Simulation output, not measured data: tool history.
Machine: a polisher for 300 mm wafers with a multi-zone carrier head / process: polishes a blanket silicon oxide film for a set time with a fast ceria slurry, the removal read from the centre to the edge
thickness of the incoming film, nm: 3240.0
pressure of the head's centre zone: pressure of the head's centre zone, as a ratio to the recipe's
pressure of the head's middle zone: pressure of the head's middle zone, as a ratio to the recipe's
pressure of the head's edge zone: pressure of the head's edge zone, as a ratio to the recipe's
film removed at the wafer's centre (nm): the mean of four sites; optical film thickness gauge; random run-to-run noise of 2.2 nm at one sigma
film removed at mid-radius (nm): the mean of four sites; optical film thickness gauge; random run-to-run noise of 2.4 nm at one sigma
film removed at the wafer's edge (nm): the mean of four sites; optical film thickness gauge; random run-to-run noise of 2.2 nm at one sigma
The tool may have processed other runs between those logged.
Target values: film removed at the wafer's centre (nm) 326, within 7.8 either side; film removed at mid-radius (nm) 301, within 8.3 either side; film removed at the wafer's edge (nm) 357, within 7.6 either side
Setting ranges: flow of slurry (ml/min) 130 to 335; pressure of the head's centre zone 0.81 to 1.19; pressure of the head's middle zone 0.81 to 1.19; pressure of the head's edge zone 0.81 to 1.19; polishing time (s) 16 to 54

run  hour  flow of slurry (ml/min)  pressure of the head's centre zone  pressure of the head's middle zone  pressure of the head's edge zone  polishing time (s)  film removed at the wafer's centre (nm)  film removed at mid-radius (nm)  film removed at the wafer's edge (nm)
  1     0                      215                                   1                                   1                                 1                  35                                   425.62                           431.07                                  435.5
  2   7.4                      215                                   1                                0.93                                 1                  35                                   424.39                            404.1                                 433.94
  3  15.9                      215                                   1                                0.93                              0.92                  35                                   420.14                            398.5                                  419.4
  4  22.8                      215                                0.95                                0.93                              0.92                  35                                   411.21                            400.2                                 418.58
  5  28.5                      200                                0.93                                0.91                              0.92                  34                                   383.45                           384.14                                 404.98
  6  31.5                      195                                0.94                                0.89                              0.94                  33                                   375.11                           358.34                                 399.88
  7  35.5                      140                                0.89                                0.81                              0.87                  30                                   303.85                           292.05                                 335.58
  8  37.6                      150                                 0.9                                0.81                              0.88                  30                                   311.36                           290.13                                 340.51
  9  43.6                      160                                 0.9                                0.81                              0.89                  30                                   314.26                           291.98                                 343.63
 10  45.2                      165                                 0.9                                0.81                               0.9                  30                                   317.64                           293.05                                 346.93
 11    47                      165                                 0.9                                0.81                               0.9                  30                                   316.78                           295.12                                 347.92
 12  51.3                      170                                 0.9                                0.81                               0.9                  30                                   322.31                           299.53                                 346.44

Which one of the following 5 next-run settings gets every result inside its allowed miss? There is exactly one.
  A  55.6                      215                                0.88                                0.81                              0.84                  29                                        ?                                ?                                      ?
  B  55.6                      200                                 0.9                                0.85                              0.81                  29                                        ?                                ?                                      ?
  C  55.6                      185                                0.94                                0.87                              0.88                  29                                        ?                                ?                                      ?
  D  55.6                      165                                0.95                                0.82                              0.91                  29                                        ?                                ?                                      ?
  E  55.6                      185                                0.89                                0.81                              0.91                  30                                        ?                                ?                                      ?

move  film removed at the wafer's centre (nm)  film removed at mid-radius (nm)  film removed at the wafer's edge (nm)
   A                                   318.76                           299.15                                 336.75
   B                                   320.91                           307.91                                 329.77
   C                                   327.98                           309.98                                 336.36
   D                                   323.44                           289.46                                 335.79
   E                                   324.45                           302.48                                  352.5
A: the biggest miss grows against the last run
B: the biggest miss grows against the last run
C: the biggest miss grows against the last run
D: the biggest miss grows against the last run
E: in spec on every target
Correct choice: E, which meets every target
